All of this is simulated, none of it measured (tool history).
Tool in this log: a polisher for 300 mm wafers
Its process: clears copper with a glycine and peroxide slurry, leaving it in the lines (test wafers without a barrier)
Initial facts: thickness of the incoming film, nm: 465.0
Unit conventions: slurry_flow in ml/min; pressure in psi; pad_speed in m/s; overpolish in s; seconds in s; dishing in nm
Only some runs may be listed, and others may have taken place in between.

| run | hour | slurry_flow | pressure | pad_speed | overpolish | seconds | dishing |
|---|---|---|---|---|---|---|---|
| 1 | 0.0 | 170 | 3.0 | 1.1 | 13 | 75.807 | 45.923 |
| 2 | 5.2 | 170 | 3.7 | 1.1 | 13 | 64.442 | 51.253 |
| 3 | 11.6 | 165 | 3.4 | 1.1 | 13 | 68.714 | 49.105 |
| 4 | 20.1 | 185 | 3.4 | 1.1 | 13 | 68.022 | 49.093 |
| 5 | 21.0 | 180 | 3.1 | 1.1 | 13 | 73.260 | 45.938 |
| 6 | 22.3 | 180 | 3.1 | 1.1 | 10 | 72.787 | 39.248 |
| 7 | 31.0 | 175 | 2.9 | 1.1 | 10 | 76.921 | 37.044 |

Run 8 comes next. What will it give?
| 8 | 34.0 | 170 | 2.7 | 1.1 | 11 | ? | ? |

{"run 8": {"seconds": 82.805, "dishing": 37.606}}

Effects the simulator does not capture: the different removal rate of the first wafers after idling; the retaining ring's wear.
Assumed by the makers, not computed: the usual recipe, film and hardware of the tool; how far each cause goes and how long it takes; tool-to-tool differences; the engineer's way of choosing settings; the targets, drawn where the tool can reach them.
